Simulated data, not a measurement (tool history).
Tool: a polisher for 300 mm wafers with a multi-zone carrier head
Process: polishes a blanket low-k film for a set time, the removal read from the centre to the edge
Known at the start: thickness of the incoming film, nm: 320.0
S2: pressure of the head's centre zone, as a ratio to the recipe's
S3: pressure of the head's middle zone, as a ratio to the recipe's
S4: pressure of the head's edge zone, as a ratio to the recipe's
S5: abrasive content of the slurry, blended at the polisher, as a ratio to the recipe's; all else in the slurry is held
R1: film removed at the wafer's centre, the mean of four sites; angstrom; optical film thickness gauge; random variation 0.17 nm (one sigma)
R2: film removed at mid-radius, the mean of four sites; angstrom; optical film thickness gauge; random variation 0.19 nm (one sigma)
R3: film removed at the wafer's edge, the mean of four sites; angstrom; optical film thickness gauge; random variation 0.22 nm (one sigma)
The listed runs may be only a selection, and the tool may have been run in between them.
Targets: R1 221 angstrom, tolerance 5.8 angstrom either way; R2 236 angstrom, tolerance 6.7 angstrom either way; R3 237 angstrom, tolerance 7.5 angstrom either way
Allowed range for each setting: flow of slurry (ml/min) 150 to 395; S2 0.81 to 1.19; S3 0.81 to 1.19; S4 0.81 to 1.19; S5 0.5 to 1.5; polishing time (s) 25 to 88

Run 1, hour 0: flow of slurry (ml/min) 250, S2 1, S3 1, S4 1, S5 1, polishing time (s) 56. Result: R1 280 angstrom, R2 285.69 angstrom, R3 276.85 angstrom.
Run 2, hour 1.2: flow of slurry (ml/min) 250, S2 1, S3 1, S4 1.04, S5 1, polishing time (s) 56. Result: R1 277.52 angstrom, R2 284.39 angstrom, R3 282.59 angstrom.
Run 3, hour 7: flow of slurry (ml/min) 250, S2 1, S3 1, S4 1.04, S5 1, polishing time (s) 42. Result: R1 211.08 angstrom, R2 213.59 angstrom, R3 208.32 angstrom.
Run 4, hour 13.8: flow of slurry (ml/min) 265, S2 1, S3 1.01, S4 1.07, S5 1, polishing time (s) 42. Result: R1 212.63 angstrom, R2 212.48 angstrom, R3 214.02 angstrom.
Run 5, hour 18.7: flow of slurry (ml/min) 265, S2 1, S3 0.97, S4 1.07, S5 1, polishing time (s) 42. Result: R1 211.74 angstrom, R2 206.86 angstrom, R3 215.88 angstrom.
Run 6, hour 20.5: flow of slurry (ml/min) 275, S2 0.99, S3 0.99, S4 1.09, S5 1, polishing time (s) 42. Result: R1 208.53 angstrom, R2 209.97 angstrom, R3 219.52 angstrom.
Run 7, hour 22.7: flow of slurry (ml/min) 285, S2 0.99, S3 1.01, S4 1.1, S5 1, polishing time (s) 42. Result: R1 212.83 angstrom, R2 216.59 angstrom, R3 221.11 angstrom.
Run 8, hour 23.4: flow of slurry (ml/min) 300, S2 0.99, S3 1.02, S4 1.11, S5 1, polishing time (s) 42. Result: R1 212.53 angstrom, R2 217.81 angstrom, R3 222.88 angstrom.
Run 9, hour 29.8: flow of slurry (ml/min) 310, S2 0.99, S3 1.03, S4 1.12, S5 1, polishing time (s) 42. Result: R1 215.67 angstrom, R2 224.84 angstrom, R3 222.48 angstrom.
Run 10, hour 36.7: flow of slurry (ml/min) 315, S2 0.99, S3 1.03, S4 1.13, S5 1, polishing time (s) 42. Result: R1 213.95 angstrom, R2 221.6 angstrom, R3 226.37 angstrom.

5 next moves are on the table. One of them brings every result within its allowed miss. Which?
Run A, hour 43.6: flow of slurry (ml/min) 300, S2 0.97, S3 0.97, S4 1.19, S5 0.8, polishing time (s) 48. Result: R1 ?, R2 ?, R3 ?.
Run B, hour 43.6: flow of slurry (ml/min) 285, S2 1, S3 1.08, S4 1.19, S5 1.15, polishing time (s) 41. Result: R1 ?, R2 ?, R3 ?.
Run C, hour 43.6: flow of slurry (ml/min) 275, S2 0.99, S3 0.92, S4 1.19, S5 0.65, polishing time (s) 52. Result: R1 ?, R2 ?, R3 ?.
Run D, hour 43.6: flow of slurry (ml/min) 375, S2 1.06, S3 1.01, S4 1.13, S5 0.75, polishing time (s) 46. Result: R1 ?, R2 ?, R3 ?.
Run E, hour 43.6: flow of slurry (ml/min) 295, S2 0.98, S3 1.09, S4 1.08, S5 1, polishing time (s) 42. Result: R1 ?, R2 ?, R3 ?.

move      R1      R2      R3
   A     210  213.43  233.79
   B  221.32  237.28  238.89
   C  202.28  193.57  221.54
   D  216.81  207.37  213.74
   E  208.86  230.16  219.52
A: the biggest miss grows against the last run
B: all results land within tolerance of their targets
C: the biggest miss grows against the last run
D: the biggest miss grows against the last run
E: corrects the largest miss of the last run, while another result sits out of spec
The move that meets every target is B.
